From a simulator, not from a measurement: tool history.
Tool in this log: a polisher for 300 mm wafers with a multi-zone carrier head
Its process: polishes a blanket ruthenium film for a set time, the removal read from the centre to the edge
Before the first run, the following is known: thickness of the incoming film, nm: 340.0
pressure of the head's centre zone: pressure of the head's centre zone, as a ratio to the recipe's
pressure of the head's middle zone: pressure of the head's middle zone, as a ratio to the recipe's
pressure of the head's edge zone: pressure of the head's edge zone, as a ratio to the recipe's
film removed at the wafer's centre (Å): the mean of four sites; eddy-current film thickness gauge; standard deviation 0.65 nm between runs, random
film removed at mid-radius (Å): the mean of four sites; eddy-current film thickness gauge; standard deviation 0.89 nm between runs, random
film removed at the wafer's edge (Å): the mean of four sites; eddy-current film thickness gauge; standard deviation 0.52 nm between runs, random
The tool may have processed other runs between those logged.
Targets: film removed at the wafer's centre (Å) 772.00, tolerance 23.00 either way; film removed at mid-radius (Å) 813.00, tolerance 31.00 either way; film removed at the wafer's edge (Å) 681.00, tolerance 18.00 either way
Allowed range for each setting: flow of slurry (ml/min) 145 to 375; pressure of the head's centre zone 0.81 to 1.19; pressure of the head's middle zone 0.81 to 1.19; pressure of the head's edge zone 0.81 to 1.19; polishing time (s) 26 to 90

| run | day | flow of slurry (ml/min) | pressure of the head's centre zone | pressure of the head's middle zone | pressure of the head's edge zone | polishing time (s) | film removed at the wafer's centre (Å) | film removed at mid-radius (Å) | film removed at the wafer's edge (Å) |
|---|---|---|---|---|---|---|---|---|---|
| 1 | 0.000 | 240 | 1.00 | 1.00 | 1.00 | 58 | 516.19 | 532.23 | 522.86 |
| 2 | 0.338 | 260 | 1.04 | 1.06 | 1.01 | 62 | 571.20 | 602.32 | 560.39 |
| 3 | 0.588 | 290 | 1.04 | 1.06 | 1.01 | 62 | 586.15 | 613.71 | 557.61 |
| 4 | 0.633 | 300 | 1.07 | 1.09 | 1.03 | 65 | 633.81 | 642.54 | 602.64 |
| 5 | 0.950 | 310 | 1.08 | 1.12 | 1.01 | 68 | 670.67 | 687.69 | 624.60 |
| 6 | 0.996 | 320 | 1.08 | 1.14 | 0.99 | 70 | 699.79 | 748.48 | 641.05 |
| 7 | 1.267 | 325 | 1.09 | 1.15 | 0.99 | 71 | 706.02 | 761.40 | 650.38 |
| 8 | 1.404 | 330 | 1.10 | 1.16 | 0.99 | 72 | 720.70 | 762.56 | 660.15 |
| 9 | 1.738 | 335 | 1.11 | 1.17 | 0.98 | 73 | 744.31 | 806.03 | 656.74 |
| 10 | 1.812 | 340 | 1.11 | 1.17 | 0.99 | 73 | 750.83 | 792.88 | 669.47 |

Exactly one of the 4 candidate moves below puts every result within its allowed miss. Which one?
| A | 1.888 | 300 | 1.12 | 1.18 | 0.98 | 76 | ? | ? | ? |
| B | 1.888 | 365 | 1.07 | 1.08 | 1.03 | 76 | ? | ? | ? |
| C | 1.888 | 330 | 1.05 | 1.14 | 1.00 | 75 | ? | ? | ? |
| D | 1.888 | 355 | 1.01 | 1.19 | 0.97 | 77 | ? | ? | ? |

| move | film removed at the wafer's centre (Å) | film removed at mid-radius (Å) | film removed at the wafer's edge (Å) |
|---|---|---|---|
| A | 777.15 | 825.97 | 682.76 |
| B | 756.65 | 779.61 | 710.19 |
| C | 725.87 | 798.89 | 685.61 |
| D | 722.02 | 856.93 | 696.70 |
A: hits every target within its allowed miss
B: corrects the largest miss of the last run, while another result sits out of spec
C: lands further from the targets than the last run did
D: lands further from the targets than the last run did
Correct choice: A, which meets every target
